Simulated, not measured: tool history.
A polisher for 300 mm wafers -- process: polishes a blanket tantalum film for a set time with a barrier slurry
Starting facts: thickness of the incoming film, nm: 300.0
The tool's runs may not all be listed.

run	day	flow of slurry (ml/min)	pressure of the wafer on the pad (psi)	speed of the pad under the wafer (cm/s)	abrasive content of the slurry	polishing time (s)	film removed (nm)
1	0	300	2.1	126	1	62	126.75
2	0.325	300	2.6	126	1	62	155.04
3	0.662	300	2.6	126	1	62	156.02
4	0.908	300	2.4	126	1	62	141.7
5	1.1	300	2.2	126	1	62	132.25
6	1.212	255	2.2	126	1	62	131.7

Run 7 comes next. What will it give?
# day 1.483: slurry nozzle cleaned
7	1.483	255	2.1	126	1	62	?

{"run 7": {"film removed (nm)": 130.3}}
